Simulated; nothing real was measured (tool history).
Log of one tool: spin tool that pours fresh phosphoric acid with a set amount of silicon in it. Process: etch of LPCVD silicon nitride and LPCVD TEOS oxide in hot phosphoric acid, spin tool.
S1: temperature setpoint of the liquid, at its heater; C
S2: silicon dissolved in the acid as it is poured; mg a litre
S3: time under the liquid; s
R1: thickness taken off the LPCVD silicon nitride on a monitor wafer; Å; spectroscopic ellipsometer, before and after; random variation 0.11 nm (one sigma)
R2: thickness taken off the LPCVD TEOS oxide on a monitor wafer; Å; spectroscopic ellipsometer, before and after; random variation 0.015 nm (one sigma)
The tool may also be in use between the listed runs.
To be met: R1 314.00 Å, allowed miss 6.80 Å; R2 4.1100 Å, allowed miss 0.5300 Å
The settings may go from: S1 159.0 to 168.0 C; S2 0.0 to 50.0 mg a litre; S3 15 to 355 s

{"run": 1, "hour": 0.0, "S1": 164.0, "S2": 24.0, "S3": 180, "R1": 191.58, "R2": 8.4433}
{"run": 2, "hour": 0.9, "S1": 163.5, "S2": 28.0, "S3": 195, "R1": 205.08, "R2": 7.4757}
{"run": 3, "hour": 9.8, "S1": 163.5, "S2": 28.0, "S3": 260, "R1": 272.84, "R2": 10.618}
{"run": 4, "hour": 14.1, "S1": 163.5, "S2": 19.5, "S3": 260, "R1": 273.23, "R2": 14.339}
{"run": 5, "hour": 17.9, "S1": 163.0, "S2": 24.0, "S3": 270, "R1": 277.34, "R2": 11.45}
{"run": 6, "hour": 24.9, "S1": 162.5, "S2": 28.0, "S3": 275, "R1": 278.67, "R2": 10.301}
{"run": 7, "hour": 26.5, "S1": 162.0, "S2": 31.0, "S3": 285, "R1": 285.92, "R2": 8.613}
{"run": 8, "hour": 30.3, "S1": 162.0, "S2": 34.0, "S3": 290, "R1": 288.86, "R2": 8.3621}
{"run": 9, "hour": 36.1, "S1": 161.5, "S2": 36.5, "S3": 300, "R1": 293.76, "R2": 7.0037}
{"run": 10, "hour": 41.8, "S1": 161.5, "S2": 38.5, "S3": 305, "R1": 301.22, "R2": 6.341}

4 next moves are on the table. One of them brings every result within its allowed miss. Which?
{"run": "A", "hour": 47.5, "S1": 161.5, "S2": 40.0, "S3": 320, "R1": "?", "R2": "?"}
{"run": "B", "hour": 47.5, "S1": 162.0, "S2": 49.0, "S3": 315, "R1": "?", "R2": "?"}
{"run": "C", "hour": 47.5, "S1": 162.0, "S2": 41.5, "S3": 315, "R1": "?", "R2": "?"}
{"run": "D", "hour": 47.5, "S1": 164.0, "S2": 41.0, "S3": 295, "R1": "?", "R2": "?"}

move=A R1=315.01 R2=5.8089
move=B R1=315.30 R2=4.1328
move=C R1=315.30 R2=5.3390
move=D R1=315.51 R2=6.0013
A: nearer than the last run, and not there yet
B: meets every target
C: nearer than the last run, and not there yet
D: nearer than the last run, and not there yet
The right move is B.
